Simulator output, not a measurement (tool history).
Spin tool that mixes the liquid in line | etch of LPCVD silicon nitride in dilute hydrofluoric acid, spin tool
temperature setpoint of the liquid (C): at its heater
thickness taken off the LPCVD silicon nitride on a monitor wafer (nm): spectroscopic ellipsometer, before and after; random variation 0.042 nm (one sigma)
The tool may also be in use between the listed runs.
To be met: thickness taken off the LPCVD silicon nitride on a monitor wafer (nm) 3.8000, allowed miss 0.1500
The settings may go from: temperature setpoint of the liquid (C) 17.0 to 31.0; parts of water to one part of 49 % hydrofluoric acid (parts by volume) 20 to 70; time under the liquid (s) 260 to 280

run	hour	temperature setpoint of the liquid (C)	parts of water to one part of 49 % hydrofluoric acid (parts by volume)	time under the liquid (s)	thickness taken off the LPCVD silicon nitride on a monitor wafer (nm)
1	0.0	23.0	40	260	2.9524
2	9.1	23.5	40	260	2.9985
3	14.2	22.0	40	260	2.6619
4	23.1	22.0	40	260	2.7183
5	29.3	22.0	40	260	2.7431
6	38.0	24.5	40	260	3.2186
7	46.4	24.5	40	260	3.1693
8	47.1	25.0	40	260	3.3496
9	52.9	25.5	40	260	3.4961
10	55.3	26.0	40	260	3.5834

Which of these 4 next moves meets every target?
A	57.7	26.0	40	275	?
B	57.7	24.0	30	260	?
C	57.7	28.0	40	265	?
D	57.7	25.5	40	260	?

move	thickness taken off the LPCVD silicon nitride on a monitor wafer (nm)
A	3.7564
B	4.1043
C	4.1332
D	3.4347
A: meets every target
B: takes the result that was furthest off past its target
C: takes the result that was furthest off past its target
D: further off than the last run
Answer: A
